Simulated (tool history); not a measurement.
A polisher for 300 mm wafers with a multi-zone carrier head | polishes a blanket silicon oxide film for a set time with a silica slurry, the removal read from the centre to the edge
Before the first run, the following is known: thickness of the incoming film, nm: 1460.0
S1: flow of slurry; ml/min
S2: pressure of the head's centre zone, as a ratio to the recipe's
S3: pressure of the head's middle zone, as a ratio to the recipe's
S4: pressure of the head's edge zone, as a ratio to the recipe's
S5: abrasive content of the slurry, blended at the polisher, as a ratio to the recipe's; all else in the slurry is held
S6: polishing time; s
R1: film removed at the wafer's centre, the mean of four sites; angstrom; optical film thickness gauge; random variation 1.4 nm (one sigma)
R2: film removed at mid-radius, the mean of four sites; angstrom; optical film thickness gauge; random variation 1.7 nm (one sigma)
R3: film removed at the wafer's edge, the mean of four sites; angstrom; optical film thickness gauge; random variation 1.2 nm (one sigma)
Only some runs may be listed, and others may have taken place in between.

| run | hour | S1 | S2 | S3 | S4 | S5 | S6 | R1 | R2 | R3 |
|---|---|---|---|---|---|---|---|---|---|---|
| 1 | 0.0 | 175 | 1.00 | 1.00 | 1.00 | 1.00 | 49 | 1207.1 | 1174.2 | 1217.0 |
| 2 | 1.6 | 175 | 1.07 | 1.00 | 1.00 | 1.00 | 49 | 1303.9 | 1203.2 | 1205.1 |
| 3 | 8.2 | 180 | 1.05 | 0.99 | 1.03 | 1.00 | 49 | 1266.7 | 1155.5 | 1223.6 |
| 4 | 13.6 | 185 | 1.03 | 0.99 | 1.05 | 1.05 | 49 | 1249.7 | 1249.3 | 1273.8 |
| 5 | 20.4 | 180 | 1.03 | 0.96 | 1.07 | 1.05 | 49 | 1258.8 | 1180.6 | 1297.0 |
| 6 | 22.6 | 180 | 1.03 | 0.95 | 1.08 | 1.05 | 49 | 1289.5 | 1202.9 | 1286.9 |
| 7 | 26.6 | 180 | 1.01 | 0.93 | 1.10 | 1.05 | 49 | 1263.4 | 1157.3 | 1290.7 |

The next listed run, before its measurement:
| 8 | 28.6 | 180 | 1.00 | 0.92 | 1.12 | 1.05 | 49 | ? | ? | ? |

R1: 1245.4 angstrom
R2: 1125.8 angstrom
R3: 1296.4 angstrom

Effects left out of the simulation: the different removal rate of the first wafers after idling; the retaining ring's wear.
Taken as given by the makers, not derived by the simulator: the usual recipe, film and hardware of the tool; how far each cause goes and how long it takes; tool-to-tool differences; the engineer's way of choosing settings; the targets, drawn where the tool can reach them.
